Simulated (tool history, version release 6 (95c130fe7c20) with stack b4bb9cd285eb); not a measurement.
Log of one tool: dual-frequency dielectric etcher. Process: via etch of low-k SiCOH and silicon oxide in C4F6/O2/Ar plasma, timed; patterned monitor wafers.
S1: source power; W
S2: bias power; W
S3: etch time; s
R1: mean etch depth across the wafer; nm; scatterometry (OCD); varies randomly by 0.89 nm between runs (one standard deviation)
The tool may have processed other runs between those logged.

Run 1, hour 0.0: S1 390 W, S2 232 W, S3 62.5 s. Result: R1 169.41 nm.
Run 2, hour 3.8: S1 390 W, S2 232 W, S3 62.5 s. Result: R1 171.27 nm.
Run 3, hour 5.2: S1 390 W, S2 232 W, S3 57.5 s. Result: R1 155.61 nm.
Run 4, hour 11.2: S1 390 W, S2 232 W, S3 57.5 s. Result: R1 156.51 nm.
Run 5, hour 14.9: S1 390 W, S2 270 W, S3 57.5 s. Result: R1 161.79 nm.
Run 6, hour 20.7: S1 360 W, S2 265 W, S3 57.5 s. Result: R1 153.70 nm.

Run 7 has not been measured yet. What should we expect?
Run 7, hour 24.1: S1 350 W, S2 263 W, S3 57.5 s. Result: R1 ?.

R1: 151.58 nm
